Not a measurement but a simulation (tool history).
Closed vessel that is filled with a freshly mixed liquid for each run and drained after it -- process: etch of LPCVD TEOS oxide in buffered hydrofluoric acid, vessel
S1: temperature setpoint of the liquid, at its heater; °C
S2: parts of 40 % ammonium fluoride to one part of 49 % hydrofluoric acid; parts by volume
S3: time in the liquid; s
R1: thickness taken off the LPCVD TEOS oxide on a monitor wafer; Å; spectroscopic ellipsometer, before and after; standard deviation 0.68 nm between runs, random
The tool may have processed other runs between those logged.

run    day    S1    S2   S3       R1
  1  0.000  21.0  21.0  100  1064.30
  2  0.379  21.0  26.0  100   924.62
  3  0.683  21.0  26.0  100   924.00
  4  1.062  20.0  26.0  100   877.72
  5  1.150  19.0  26.5  100   820.48
  6  1.492  19.0  26.5  100   820.39
  7  1.721  18.5  26.5  100   787.92

Predict the results of run 8:
  8  2.096  18.0  26.5  100   ?

{"run 8": {"R1": 774.71}}
